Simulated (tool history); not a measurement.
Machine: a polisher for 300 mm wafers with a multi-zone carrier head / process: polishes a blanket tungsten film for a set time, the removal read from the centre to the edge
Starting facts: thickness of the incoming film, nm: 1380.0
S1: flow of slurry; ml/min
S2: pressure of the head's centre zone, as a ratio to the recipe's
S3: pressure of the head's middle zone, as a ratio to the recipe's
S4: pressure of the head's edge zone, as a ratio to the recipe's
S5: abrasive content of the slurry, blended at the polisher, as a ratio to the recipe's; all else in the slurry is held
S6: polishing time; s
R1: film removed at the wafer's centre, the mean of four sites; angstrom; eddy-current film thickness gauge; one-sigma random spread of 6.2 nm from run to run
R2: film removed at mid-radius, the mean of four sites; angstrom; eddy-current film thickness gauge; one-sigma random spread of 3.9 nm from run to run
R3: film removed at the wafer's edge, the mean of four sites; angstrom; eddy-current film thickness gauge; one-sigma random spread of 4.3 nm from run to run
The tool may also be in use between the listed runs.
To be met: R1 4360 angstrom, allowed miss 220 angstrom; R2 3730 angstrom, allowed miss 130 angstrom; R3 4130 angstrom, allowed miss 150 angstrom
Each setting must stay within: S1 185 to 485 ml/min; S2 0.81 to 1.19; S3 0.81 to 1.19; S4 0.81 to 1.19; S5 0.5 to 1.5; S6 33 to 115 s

| run | hour | S1 | S2 | S3 | S4 | S5 | S6 | R1 | R2 | R3 |
|---|---|---|---|---|---|---|---|---|---|---|
| 1 | 0 | 310 | 1 | 1 | 1 | 1 | 73 | 3276.6 | 3269.8 | 3271.9 |
| 2 | 8.4 | 310 | 1 | 1 | 1 | 1.15 | 73 | 3411.3 | 3313.6 | 3359.2 |
| 3 | 17.4 | 310 | 1 | 1 | 1 | 1.15 | 61 | 2794.5 | 2804.6 | 2847.4 |
| 4 | 18.8 | 370 | 1 | 1 | 1 | 1.15 | 61 | 2875 | 2795.5 | 2851.1 |
| 5 | 24.9 | 370 | 1 | 0.95 | 1 | 1.15 | 61 | 2818.5 | 2753.1 | 2889.9 |
| 6 | 33.8 | 370 | 1.01 | 0.95 | 1.01 | 1.2 | 63 | 2975.4 | 2853.7 | 3038.5 |
| 7 | 38.4 | 370 | 1.02 | 0.95 | 1.02 | 1.25 | 64 | 3078.7 | 2912.3 | 3045.9 |
| 8 | 41 | 370 | 1.02 | 0.94 | 1.02 | 1.25 | 66 | 3183.6 | 3031 | 3158.9 |
| 9 | 44.5 | 370 | 1.03 | 0.93 | 1.03 | 1.25 | 68 | 3352.3 | 3060.3 | 3226.1 |
| 10 | 46.2 | 370 | 1.03 | 0.92 | 1.04 | 1.25 | 70 | 3389.5 | 3100.8 | 3377.1 |

Below are 5 possible settings for the next run. Only one of them brings all results inside the allowed miss of their targets. Which is it?
| A | 47.9 | 425 | 0.91 | 0.89 | 1.1 | 1.15 | 91 | ? | ? | ? |
| B | 47.9 | 330 | 1.1 | 0.93 | 1.1 | 1.4 | 82 | ? | ? | ? |
| C | 47.9 | 330 | 0.86 | 0.94 | 1.03 | 1.25 | 57 | ? | ? | ? |
| D | 47.9 | 375 | 0.9 | 0.92 | 1.11 | 1.3 | 88 | ? | ? | ? |
| E | 47.9 | 435 | 1.03 | 0.95 | 0.98 | 1.45 | 85 | ? | ? | ? |

| move | R1 | R2 | R3 |
|---|---|---|---|
| A | 3955.7 | 3900 | 4548.4 |
| B | 4436.1 | 3719 | 4232.6 |
| C | 2345.1 | 2540.6 | 2774.7 |
| D | 3857.7 | 3932 | 4514.9 |
| E | 4419.8 | 4009.4 | 4231.7 |
A: pushes the last run's worst result past its target
B: meets every target
C: misses by more than the last run did
D: pushes the last run's worst result past its target
E: brings the result that was furthest off to its target, and leaves another outside
So the answer is move B, the one that meets all the targets.
